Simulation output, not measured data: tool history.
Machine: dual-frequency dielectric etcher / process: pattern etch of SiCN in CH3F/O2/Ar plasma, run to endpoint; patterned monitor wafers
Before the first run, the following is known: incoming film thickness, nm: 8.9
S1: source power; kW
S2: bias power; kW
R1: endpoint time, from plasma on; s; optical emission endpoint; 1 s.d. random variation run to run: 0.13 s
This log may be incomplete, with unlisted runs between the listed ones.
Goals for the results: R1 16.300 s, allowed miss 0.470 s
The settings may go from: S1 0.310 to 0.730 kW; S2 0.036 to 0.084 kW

Run 1, hour 0.0: S1 0.520 kW, S2 0.060 kW. Result: R1 19.754 s.
Run 2, hour 8.5: S1 0.570 kW, S2 0.063 kW. Result: R1 18.790 s.
Run 3, hour 12.6: S1 0.570 kW, S2 0.059 kW. Result: R1 19.253 s.
Run 4, hour 16.1: S1 0.500 kW, S2 0.059 kW. Result: R1 20.283 s.
Run 5, hour 17.1: S1 0.550 kW, S2 0.063 kW. Result: R1 19.246 s.
Run 6, hour 19.0: S1 0.550 kW, S2 0.069 kW. Result: R1 18.849 s.
Run 7, hour 22.9: S1 0.590 kW, S2 0.071 kW. Result: R1 18.365 s.
Run 8, hour 29.1: S1 0.630 kW, S2 0.074 kW. Result: R1 17.447 s.
Run 9, hour 36.0: S1 0.650 kW, S2 0.075 kW. Result: R1 16.949 s.
Run 10, hour 41.1: S1 0.660 kW, S2 0.075 kW. Result: R1 17.030 s.

Which of these 5 next moves meets every target?
Run A, hour 46.2: S1 0.640 kW, S2 0.074 kW. Result: R1 ?.
Run B, hour 46.2: S1 0.620 kW, S2 0.072 kW. Result: R1 ?.
Run C, hour 46.2: S1 0.640 kW, S2 0.072 kW. Result: R1 ?.
Run D, hour 46.2: S1 0.670 kW, S2 0.084 kW. Result: R1 ?.
Run E, hour 46.2: S1 0.700 kW, S2 0.062 kW. Result: R1 ?.

move      R1
   A  17.290
   B  17.658
   C  17.389
   D  16.458
   E  17.161
A: misses by more than the last run did
B: misses by more than the last run did
C: misses by more than the last run did
D: all results in spec
E: misses by more than the last run did
D meets every target.
